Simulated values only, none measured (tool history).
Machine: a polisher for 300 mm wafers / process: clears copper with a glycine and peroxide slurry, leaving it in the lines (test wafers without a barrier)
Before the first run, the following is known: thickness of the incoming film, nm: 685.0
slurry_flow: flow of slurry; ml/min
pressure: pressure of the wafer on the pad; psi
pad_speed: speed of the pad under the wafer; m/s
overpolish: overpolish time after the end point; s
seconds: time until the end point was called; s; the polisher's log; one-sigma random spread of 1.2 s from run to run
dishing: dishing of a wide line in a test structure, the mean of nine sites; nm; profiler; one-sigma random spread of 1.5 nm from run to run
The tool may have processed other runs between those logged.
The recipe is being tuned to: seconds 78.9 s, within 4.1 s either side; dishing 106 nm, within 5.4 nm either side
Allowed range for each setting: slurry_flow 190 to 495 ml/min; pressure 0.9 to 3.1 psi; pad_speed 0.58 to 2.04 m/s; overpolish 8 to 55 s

Run 1, hour 0: slurry_flow 320 ml/min, pressure 2 psi, pad_speed 1.3 m/s, overpolish 28 s. Result: seconds 106.19 s, dishing 92.689 nm.
Run 2, hour 1.7: slurry_flow 320 ml/min, pressure 2.2 psi, pad_speed 1.32 m/s, overpolish 27 s. Result: seconds 94.815 s, dishing 93.503 nm.
Run 3, hour 2.5: slurry_flow 320 ml/min, pressure 2.3 psi, pad_speed 1.32 m/s, overpolish 27 s. Result: seconds 94.504 s, dishing 99.88 nm.
Run 4, hour 7.5: slurry_flow 320 ml/min, pressure 2.3 psi, pad_speed 1.32 m/s, overpolish 20 s. Result: seconds 95.307 s, dishing 81.624 nm.
Run 5, hour 10: slurry_flow 320 ml/min, pressure 2.1 psi, pad_speed 1.32 m/s, overpolish 20 s. Result: seconds 100.84 s, dishing 76.468 nm.
Run 6, hour 12.3: slurry_flow 320 ml/min, pressure 2.1 psi, pad_speed 1.1 m/s, overpolish 20 s. Result: seconds 114.83 s, dishing 70.168 nm.
Run 7, hour 12.9: slurry_flow 320 ml/min, pressure 2.3 psi, pad_speed 1.12 m/s, overpolish 21 s. Result: seconds 99.405 s, dishing 77.76 nm.
Run 8, hour 19.2: slurry_flow 320 ml/min, pressure 2.3 psi, pad_speed 1.12 m/s, overpolish 21 s. Result: seconds 103.49 s, dishing 76.998 nm.
Run 9, hour 22.5: slurry_flow 320 ml/min, pressure 2.5 psi, pad_speed 1.14 m/s, overpolish 22 s. Result: seconds 94.731 s, dishing 85.093 nm.
Run 10, hour 28.5: slurry_flow 320 ml/min, pressure 2.6 psi, pad_speed 1.16 m/s, overpolish 23 s. Result: seconds 92.368 s, dishing 94.49 nm.
Run 11, hour 31.7: slurry_flow 320 ml/min, pressure 2.7 psi, pad_speed 1.18 m/s, overpolish 22 s. Result: seconds 86.607 s, dishing 90.837 nm.
Run 12, hour 33.1: slurry_flow 320 ml/min, pressure 2.8 psi, pad_speed 1.18 m/s, overpolish 23 s. Result: seconds 85.037 s, dishing 96.64 nm.
Run 13, hour 42.1: slurry_flow 320 ml/min, pressure 2.9 psi, pad_speed 1.18 m/s, overpolish 23 s. Result: seconds 83.065 s, dishing 99.76 nm.

Which single option among these 5 for the next run brings every result within its allowed miss of target? Just one does.
Run A, hour 51.1: slurry_flow 280 ml/min, pressure 3 psi, pad_speed 1.24 m/s, overpolish 24 s. Result: seconds ?, dishing ?.
Run B, hour 51.1: slurry_flow 365 ml/min, pressure 2.9 psi, pad_speed 1.2 m/s, overpolish 19 s. Result: seconds ?, dishing ?.
Run C, hour 51.1: slurry_flow 405 ml/min, pressure 3 psi, pad_speed 1.12 m/s, overpolish 22 s. Result: seconds ?, dishing ?.
Run D, hour 51.1: slurry_flow 265 ml/min, pressure 2.2 psi, pad_speed 1.58 m/s, overpolish 29 s. Result: seconds ?, dishing ?.
Run E, hour 51.1: slurry_flow 330 ml/min, pressure 2.8 psi, pad_speed 1.12 m/s, overpolish 21 s. Result: seconds ?, dishing ?.

move  seconds  dishing
   A   77.072   106.37
   B   79.116    88.79
   C   79.157   98.835
   D   88.042   105.74
   E   85.171    90.39
A: hits every target within its allowed miss
B: misses by more than the last run did
C: misses by more than the last run did
D: brings the result that was furthest off to its target, and leaves another outside
E: misses by more than the last run did
The right move is A.

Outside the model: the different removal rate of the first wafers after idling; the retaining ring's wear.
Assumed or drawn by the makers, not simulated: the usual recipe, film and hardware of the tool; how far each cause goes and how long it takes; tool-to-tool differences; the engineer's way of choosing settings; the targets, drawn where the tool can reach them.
